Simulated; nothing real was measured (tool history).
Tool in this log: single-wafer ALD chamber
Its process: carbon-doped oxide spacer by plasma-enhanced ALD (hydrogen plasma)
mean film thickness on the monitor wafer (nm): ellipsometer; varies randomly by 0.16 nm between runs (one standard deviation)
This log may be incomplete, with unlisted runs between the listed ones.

run  hour  heater temperature setpoint (°C)  number of ALD cycles (cycles)  mean film thickness on the monitor wafer (nm)
  1     0                               385                            463                                         23.398
  2   7.2                               379                            463                                         23.528
  3  10.1                               379                            471                                         23.853
  4  14.5                               379                            513                                         26.158
  5    19                               379                            516                                         26.032
  6  25.2                               385                            516                                         26.172
  7  33.9                               385                            519                                         26.313
  8  37.5                               385                            522                                         26.352
  9  45.7                               385                            522                                         26.534

Run 10, settings as shown, results not yet in. Your forecast:
 10  54.7                               385                            524                                              ?

Run 10 gave mean film thickness on the monitor wafer (nm) 26.26.
